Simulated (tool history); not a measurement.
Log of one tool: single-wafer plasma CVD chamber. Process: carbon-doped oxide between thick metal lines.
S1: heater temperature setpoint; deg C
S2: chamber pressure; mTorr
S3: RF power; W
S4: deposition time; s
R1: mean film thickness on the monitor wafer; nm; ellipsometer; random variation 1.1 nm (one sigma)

{"run": 1, "day": 0.0, "S1": 340, "S2": 3770, "S3": 545, "S4": 82.8, "R1": 471.3}
{"run": 2, "day": 0.083, "S1": 342, "S2": 3670, "S3": 545, "S4": 82.8, "R1": 467.93}
{"run": 3, "day": 0.333, "S1": 344, "S2": 3560, "S3": 545, "S4": 82.8, "R1": 464.99}
{"run": 4, "day": 0.425, "S1": 345, "S2": 3460, "S3": 540, "S4": 82.8, "R1": 458.01}
{"run": 5, "day": 0.712, "S1": 346, "S2": 3390, "S3": 540, "S4": 82.8, "R1": 456.52}
{"run": 6, "day": 0.812, "S1": 347, "S2": 3310, "S3": 540, "S4": 82.8, "R1": 456.92}
{"run": 7, "day": 1.025, "S1": 348, "S2": 3250, "S3": 535, "S4": 82.8, "R1": 450.12}

Run 8 comes next. What will it give?
{"run": 8, "day": 1.225, "S1": 349, "S2": 3190, "S3": 535, "S4": 82.8, "R1": "?"}

{"run 8": {"R1": 446.92}}

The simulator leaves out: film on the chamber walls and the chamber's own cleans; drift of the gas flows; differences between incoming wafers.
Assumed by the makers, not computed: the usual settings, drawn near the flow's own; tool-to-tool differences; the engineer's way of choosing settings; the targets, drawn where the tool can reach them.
